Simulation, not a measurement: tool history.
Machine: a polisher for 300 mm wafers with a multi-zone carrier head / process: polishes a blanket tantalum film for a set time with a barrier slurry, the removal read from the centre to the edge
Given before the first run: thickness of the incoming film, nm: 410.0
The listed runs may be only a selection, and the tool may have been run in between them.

run,day,flow of slurry (ml/min),pressure of the head's centre zone,pressure of the head's middle zone,pressure of the head's edge zone,abrasive content of the slurry,polishing time (s),film removed at the wafer's centre (angstrom),film removed at mid-radius (angstrom),film removed at the wafer's edge (angstrom)
1,0,235,1,1,1,1,53,602.58,575.2,612.47
2,0.029,230,0.99,0.98,0.98,0.9,49,524.69,509.34,511.86
3,0.317,225,0.99,0.95,1.01,0.85,46,479.22,444.7,482.81
4,0.65,225,1.03,0.95,1.01,0.85,46,494.64,452.1,486.61
5,0.979,225,1.03,1,1.01,0.85,46,497.76,472.59,481.14
# day 1.171: worn pad replaced by a new one
6,1.171,245,1.03,1,1.01,0.85,46,560.66,524.08,542.64
7,1.512,180,0.96,0.9,0.98,0.6,38,329.01,304.69,345.86
8,1.808,175,0.96,0.89,0.96,0.6,38,327.49,301.47,343.79
9,2.046,175,0.96,0.89,0.96,0.6,38,329.84,310.92,347.89
10,2.375,165,0.95,0.81,0.88,0.5,34,239.44,209.84,245.19

Expected results for the next run?
11,2.717,165,0.96,0.83,0.9,0.5,34,?,?,?

{"run 11": {"film removed at the wafer's centre (angstrom)": 245.5, "film removed at mid-radius (angstrom)": 212.68, "film removed at the wafer's edge (angstrom)": 242.33}}
